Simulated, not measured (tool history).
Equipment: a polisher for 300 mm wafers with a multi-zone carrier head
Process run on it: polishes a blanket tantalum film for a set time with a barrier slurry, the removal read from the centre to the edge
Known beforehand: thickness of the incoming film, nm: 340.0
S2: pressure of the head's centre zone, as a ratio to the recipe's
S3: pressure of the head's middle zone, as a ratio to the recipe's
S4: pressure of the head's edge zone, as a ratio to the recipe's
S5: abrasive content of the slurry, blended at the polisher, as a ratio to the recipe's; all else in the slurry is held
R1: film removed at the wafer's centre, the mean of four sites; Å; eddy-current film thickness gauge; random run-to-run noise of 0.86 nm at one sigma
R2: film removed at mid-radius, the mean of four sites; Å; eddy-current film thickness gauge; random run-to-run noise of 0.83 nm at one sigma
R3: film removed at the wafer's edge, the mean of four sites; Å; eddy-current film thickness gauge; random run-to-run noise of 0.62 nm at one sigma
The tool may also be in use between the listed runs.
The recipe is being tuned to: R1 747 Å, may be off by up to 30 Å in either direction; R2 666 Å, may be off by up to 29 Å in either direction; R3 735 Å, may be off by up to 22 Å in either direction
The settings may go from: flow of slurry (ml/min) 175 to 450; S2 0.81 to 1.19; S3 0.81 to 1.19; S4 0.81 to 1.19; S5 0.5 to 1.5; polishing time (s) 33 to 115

run 1 hour=0 | flow_of_slurry_(ml/min)=290 S2=1 S3=1 S4=1 S5=1 polishing_time_(s)=73 | R1=1234.6 R2=1269.6 R3=1233.3
run 2 hour=6.5 | flow_of_slurry_(ml/min)=285 S2=1 S3=0.96 S4=0.99 S5=0.9 polishing_time_(s)=67 | R1=1094.3 R2=1080.7 R3=1088.2
run 3 hour=13.9 | flow_of_slurry_(ml/min)=220 S2=1 S3=0.96 S4=0.99 S5=0.9 polishing_time_(s)=67 | R1=1045.5 R2=1049.1 R3=1062.6
run 4 hour=15.4 | flow_of_slurry_(ml/min)=220 S2=1 S3=0.93 S4=0.98 S5=0.8 polishing_time_(s)=63 | R1=917.32 R2=903.13 R3=944.45
run 5 hour=22.5 | flow_of_slurry_(ml/min)=220 S2=1.01 S3=0.91 S4=0.96 S5=0.75 polishing_time_(s)=62 | R1=873.25 R2=817.74 R3=869.3
run 6 hour=29.6 | flow_of_slurry_(ml/min)=215 S2=1 S3=0.89 S4=0.93 S5=0.75 polishing_time_(s)=62 | R1=855.59 R2=814.95 R3=869.94
run 7 hour=36.5 | flow_of_slurry_(ml/min)=220 S2=1.04 S3=0.85 S4=0.94 S5=0.5 polishing_time_(s)=53 | R1=519.82 R2=461.36 R3=498.91
run 8 hour=38.3 | flow_of_slurry_(ml/min)=210 S2=1.05 S3=0.87 S4=0.97 S5=0.55 polishing_time_(s)=53 | R1=590.11 R2=519.63 R3=574.33
run 9 hour=43.1 | flow_of_slurry_(ml/min)=200 S2=1.12 S3=0.97 S4=1.07 S5=0.5 polishing_time_(s)=50 | R1=517.4 R2=467.86 R3=486.74
run 10 hour=51.1 | flow_of_slurry_(ml/min)=220 S2=1.09 S3=0.94 S4=1.04 S5=0.6 polishing_time_(s)=50 | R1=655.27 R2=566.81 R3=614.35
run 11 hour=59.3 | flow_of_slurry_(ml/min)=250 S2=1.07 S3=0.94 S4=1.05 S5=0.6 polishing_time_(s)=50 | R1=624.15 R2=595.54 R3=627.32
run 12 hour=65.7 | flow_of_slurry_(ml/min)=275 S2=1.08 S3=0.93 S4=1.06 S5=0.6 polishing_time_(s)=50 | R1=655.76 R2=598.26 R3=638.09
run 13 hour=68.2 | flow_of_slurry_(ml/min)=300 S2=1.08 S3=0.92 S4=1.07 S5=0.6 polishing_time_(s)=50 | R1=666.67 R2=599.84 R3=643.83
run 14 hour=69.5 | flow_of_slurry_(ml/min)=315 S2=1.1 S3=0.94 S4=1.17 S5=0.85 polishing_time_(s)=51 | R1=886.79 R2=785.43 R3=889.35
run 15 hour=75.9 | flow_of_slurry_(ml/min)=290 S2=1.1 S3=0.94 S4=1.15 S5=0.85 polishing_time_(s)=51 | R1=877.95 R2=763.99 R3=866.42
run 16 hour=82.8 | flow_of_slurry_(ml/min)=290 S2=1.1 S3=0.94 S4=1.15 S5=0.85 polishing_time_(s)=51 | R1=885.86 R2=776.98 R3=873.16
run 17 hour=91.3 | flow_of_slurry_(ml/min)=270 S2=1.1 S3=0.94 S4=1.14 S5=0.85 polishing_time_(s)=51 | R1=878.97 R2=798.57 R3=858.21

Which of these 4 next moves meets every target?
run A hour=99.8 | flow_of_slurry_(ml/min)=250 S2=1.18 S3=1.02 S4=1.04 S5=1.1 polishing_time_(s)=41 | R1=? R2=? R3=?
run B hour=99.8 | flow_of_slurry_(ml/min)=230 S2=1.15 S3=1.17 S4=1.08 S5=1.2 polishing_time_(s)=37 | R1=? R2=? R3=?
run C hour=99.8 | flow_of_slurry_(ml/min)=175 S2=1.11 S3=0.94 S4=1.1 S5=0.6 polishing_time_(s)=60 | R1=? R2=? R3=?
run D hour=99.8 | flow_of_slurry_(ml/min)=180 S2=1.19 S3=1.13 S4=1 S5=1.2 polishing_time_(s)=40 | R1=? R2=? R3=?

move=A R1=835.1 R2=753.65 R3=736.78
move=B R1=747.2 R2=763.77 R3=690.47
move=C R1=746.79 R2=682.48 R3=737.79
move=D R1=797.56 R2=771.88 R3=697.02
A: puts the biggest miss on target and leaves a different result outside tolerance
B: pushes the last run's worst result past its target
C: each result inside its tolerance
D: pushes the last run's worst result past its target
So the answer is move C, the one that meets all the targets.

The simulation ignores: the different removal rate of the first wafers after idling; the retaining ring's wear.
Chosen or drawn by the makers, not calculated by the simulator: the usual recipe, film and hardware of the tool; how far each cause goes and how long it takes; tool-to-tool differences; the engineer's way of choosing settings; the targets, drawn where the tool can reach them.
